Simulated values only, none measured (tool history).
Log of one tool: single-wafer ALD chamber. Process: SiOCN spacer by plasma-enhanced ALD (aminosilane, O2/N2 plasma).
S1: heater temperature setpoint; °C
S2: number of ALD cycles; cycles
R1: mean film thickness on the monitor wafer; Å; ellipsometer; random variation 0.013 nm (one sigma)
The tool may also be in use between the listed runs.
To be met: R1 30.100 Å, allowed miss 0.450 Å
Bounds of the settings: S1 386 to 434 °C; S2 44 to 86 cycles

{"run": 1, "day": 0.0, "S1": 410, "S2": 65, "R1": 39.652}
{"run": 2, "day": 0.179, "S1": 414, "S2": 65, "R1": 39.106}
{"run": 3, "day": 0.471, "S1": 414, "S2": 61, "R1": 36.619}
{"run": 4, "day": 0.575, "S1": 416, "S2": 60, "R1": 35.751}
{"run": 5, "day": 0.712, "S1": 409, "S2": 60, "R1": 36.647}
{"run": 6, "day": 1.071, "S1": 409, "S2": 55, "R1": 33.636}
{"run": 7, "day": 1.429, "S1": 412, "S2": 54, "R1": 32.447}
{"run": 8, "day": 1.529, "S1": 414, "S2": 54, "R1": 32.393}
{"run": 9, "day": 1.829, "S1": 416, "S2": 54, "R1": 32.055}
{"run": 10, "day": 2.088, "S1": 418, "S2": 54, "R1": 32.094}
{"run": 11, "day": 2.154, "S1": 420, "S2": 54, "R1": 31.647}

4 next moves are on the table. One of them brings every result within its allowed miss. Which?
{"run": "A", "day": 2.221, "S1": 426, "S2": 54, "R1": "?"}
{"run": "B", "day": 2.221, "S1": 431, "S2": 55, "R1": "?"}
{"run": "C", "day": 2.221, "S1": 434, "S2": 54, "R1": "?"}
{"run": "D", "day": 2.221, "S1": 413, "S2": 54, "R1": "?"}

move=A R1=30.931
move=B R1=30.915
move=C R1=30.006
move=D R1=32.433
A: nearer than the last run, and not there yet
B: nearer than the last run, and not there yet
C: meets every target
D: further off than the last run
Move C is the one to make.

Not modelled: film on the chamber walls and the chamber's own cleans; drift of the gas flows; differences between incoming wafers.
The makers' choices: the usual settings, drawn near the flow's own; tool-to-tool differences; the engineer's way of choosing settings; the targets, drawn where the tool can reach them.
